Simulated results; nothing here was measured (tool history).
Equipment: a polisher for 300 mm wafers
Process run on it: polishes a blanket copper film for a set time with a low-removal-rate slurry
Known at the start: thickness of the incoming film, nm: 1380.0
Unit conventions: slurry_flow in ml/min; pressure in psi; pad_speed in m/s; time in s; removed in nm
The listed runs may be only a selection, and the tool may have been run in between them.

run    day  slurry_flow  pressure  pad_speed  slurry_solids  time  removed
  1  0.000          230       2.6       1.02           1.00    51   102.64
  2  0.250          230       3.0       1.04           1.00    51   122.33
  3  0.421          230       3.0       1.04           0.80    51   114.27
  4  0.642          230       3.0       1.04           0.65    51   102.08
  5  0.662          230       3.0       1.04           0.65    51   103.44
  6  0.783          185       3.0       1.04           0.65    51   103.53
  7  1.125          185       3.3       1.10           0.65    51   121.65
  8  1.321          185       3.3       1.10           0.65    51   123.06
  9  1.471          185       3.5       1.14           0.65    51   129.68

Forecast run 10:
 10  1.717          185       3.7       1.20           0.65    51        ?

{"run 10": {"removed": 145.54}}

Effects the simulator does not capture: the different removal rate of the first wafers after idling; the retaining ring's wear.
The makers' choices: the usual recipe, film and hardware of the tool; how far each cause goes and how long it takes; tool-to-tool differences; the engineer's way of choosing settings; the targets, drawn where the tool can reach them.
